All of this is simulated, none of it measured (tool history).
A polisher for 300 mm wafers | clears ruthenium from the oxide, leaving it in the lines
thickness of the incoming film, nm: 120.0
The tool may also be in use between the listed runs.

run,hour,flow of slurry (ml/min),pressure of the wafer on the pad (psi),speed of the pad under the wafer (m/s),overpolish time after the end point (s),time until the end point was called (s)
1,0.0,150,2.7,0.76,7,112.32
2,1.9,150,2.7,0.64,7,130.81
3,4.6,150,2.7,0.64,7,128.54
4,7.7,150,2.4,0.64,7,143.49
5,14.0,150,2.1,0.64,7,163.20
6,22.5,150,2.1,0.64,7,171.27

Run 7 comes next. What will it give?
7,24.9,150,2.0,0.64,7,?

{"run 7": {"time until the end point was called (s)": 176.11}}
